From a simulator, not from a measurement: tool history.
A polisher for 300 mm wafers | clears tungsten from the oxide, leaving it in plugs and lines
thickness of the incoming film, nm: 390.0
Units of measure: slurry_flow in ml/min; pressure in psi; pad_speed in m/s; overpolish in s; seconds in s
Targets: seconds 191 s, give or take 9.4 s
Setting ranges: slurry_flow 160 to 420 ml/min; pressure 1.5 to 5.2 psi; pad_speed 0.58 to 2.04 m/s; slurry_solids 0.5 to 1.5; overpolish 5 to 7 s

{"run": 1, "hour": 0.0, "slurry_flow": 270, "pressure": 3.3, "pad_speed": 1.3, "slurry_solids": 1, "overpolish": 7, "seconds": 91.134}
{"run": 2, "hour": 5.1, "slurry_flow": 270, "pressure": 3.3, "pad_speed": 1.46, "slurry_solids": 1, "overpolish": 7, "seconds": 80.11}
{"run": 3, "hour": 13.0, "slurry_flow": 270, "pressure": 3.3, "pad_speed": 1.46, "slurry_solids": 1, "overpolish": 7, "seconds": 79.583}
{"run": 4, "hour": 17.9, "slurry_flow": 270, "pressure": 3.8, "pad_speed": 1.46, "slurry_solids": 1, "overpolish": 7, "seconds": 71.299}
{"run": 5, "hour": 25.9, "slurry_flow": 270, "pressure": 3.5, "pad_speed": 1.38, "slurry_solids": 1, "overpolish": 7, "seconds": 83.009}
{"run": 6, "hour": 31.0, "slurry_flow": 270, "pressure": 4, "pad_speed": 1.38, "slurry_solids": 1, "overpolish": 7, "seconds": 70.711}
{"run": 7, "hour": 39.1, "slurry_flow": 270, "pressure": 3.7, "pad_speed": 1.32, "slurry_solids": 1, "overpolish": 7, "seconds": 79.001}
{"run": 8, "hour": 39.7, "slurry_flow": 270, "pressure": 3.4, "pad_speed": 1.26, "slurry_solids": 1, "overpolish": 7, "seconds": 90.546}
{"run": 9, "hour": 43.7, "slurry_flow": 270, "pressure": 3.2, "pad_speed": 1.22, "slurry_solids": 1, "overpolish": 7, "seconds": 97.259}
{"run": 10, "hour": 44.8, "slurry_flow": 270, "pressure": 3, "pad_speed": 1.18, "slurry_solids": 1, "overpolish": 7, "seconds": 108.46}
{"run": 11, "hour": 45.6, "slurry_flow": 270, "pressure": 2.8, "pad_speed": 1.16, "slurry_solids": 1, "overpolish": 7, "seconds": 118.83}

Of the 4 settings listed for the next run, only one would bring every result within its allowed miss of target. Which one?
{"run": "A", "hour": 46.4, "slurry_flow": 295, "pressure": 1.9, "pad_speed": 1.12, "slurry_solids": 0.6, "overpolish": 7, "seconds": "?"}
{"run": "B", "hour": 46.4, "slurry_flow": 270, "pressure": 2.3, "pad_speed": 1.16, "slurry_solids": 0.65, "overpolish": 7, "seconds": "?"}
{"run": "C", "hour": 46.4, "slurry_flow": 365, "pressure": 4.9, "pad_speed": 1.32, "slurry_solids": 0.9, "overpolish": 5, "seconds": "?"}
{"run": "D", "hour": 46.4, "slurry_flow": 235, "pressure": 3.8, "pad_speed": 1.48, "slurry_solids": 0.95, "overpolish": 5, "seconds": "?"}

move=A seconds=192.71
move=B seconds=154.24
move=C seconds=60.039
move=D seconds=70.674
A: every result lands within tolerance
B: better than the last run, though not everything is in spec
C: lands further from the targets than the last run did
D: lands further from the targets than the last run did
Answer: A
